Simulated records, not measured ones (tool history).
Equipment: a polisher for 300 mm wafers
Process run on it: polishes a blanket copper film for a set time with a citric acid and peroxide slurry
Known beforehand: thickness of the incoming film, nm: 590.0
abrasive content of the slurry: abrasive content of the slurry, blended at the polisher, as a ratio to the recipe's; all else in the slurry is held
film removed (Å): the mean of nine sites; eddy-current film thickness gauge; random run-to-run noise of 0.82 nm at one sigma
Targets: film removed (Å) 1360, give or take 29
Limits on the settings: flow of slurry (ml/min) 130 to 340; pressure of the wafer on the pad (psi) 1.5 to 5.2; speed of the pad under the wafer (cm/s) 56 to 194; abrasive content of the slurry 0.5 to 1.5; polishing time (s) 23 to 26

run,hour,flow of slurry (ml/min),pressure of the wafer on the pad (psi),speed of the pad under the wafer (cm/s),abrasive content of the slurry,polishing time (s),film removed (Å)
1,0,220,3.3,124,1,26,832.17
2,7.9,225,3.6,124,1,26,895.91
3,13.7,225,3.6,152,1,26,1087.4
4,22,225,3.6,122,1,26,878
5,24.3,225,3.6,122,1,23,782.61
6,26.8,225,3.9,126,1,23,885.24
7,32.1,225,4.1,128,1,23,932.3
8,39.2,230,4.3,130,1,23,986.75
9,47.4,230,4.5,134,1,23,1071.4
10,51.6,230,4.6,136,1,23,1118.5
11,52.4,230,4.7,138,1,23,1159.2
12,58.3,230,4.8,138,1,23,1174.9
13,65.7,235,4.9,140,1,23,1213.8
14,67.1,235,5,142,1,23,1241.4
15,69.7,235,5,144,1,23,1274.1
16,70.4,235,5.1,146,1,23,1325.5

Next run, 5 choices. One meets every target within its allowed miss, the rest don't. Which?
A,71.1,225,4.8,152,0.75,25,?
B,71.1,200,4.9,150,0.95,26,?
C,71.1,200,5.2,118,1.1,26,?
D,71.1,220,4.7,162,0.9,24,?
E,71.1,170,4.8,158,1.05,23,?

move,film removed (Å)
A,1294.1
B,1425.7
C,1242.4
D,1357.5
E,1308.4
A: moves away from the targets compared with the last run
B: pushes the last run's worst result past its target
C: moves away from the targets compared with the last run
D: hits every target within its allowed miss
E: moves away from the targets compared with the last run
Correct choice: D, which meets every target
